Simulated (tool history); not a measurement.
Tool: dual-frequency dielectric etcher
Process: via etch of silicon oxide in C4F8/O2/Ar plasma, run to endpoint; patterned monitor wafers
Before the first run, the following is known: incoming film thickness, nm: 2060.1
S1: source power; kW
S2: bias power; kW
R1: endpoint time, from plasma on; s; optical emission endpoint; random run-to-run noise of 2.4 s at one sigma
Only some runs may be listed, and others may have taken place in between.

run	hour	S1	S2	R1
1	0	1.45	1.512	458.84
2	7	1.36	1.474	476.04
3	7.8	1.19	1.474	497.64
4	13	1.14	1.452	510.17
5	16.8	1.1	1.441	514.1
6	21.3	1.07	1.429	518.17
7	27.7	1.04	1.416	523.54

Estimate the outcome of run 8 from the log above:
8	33.6	1.01	1.405	?

Run 8 measured R1 531.22 s.
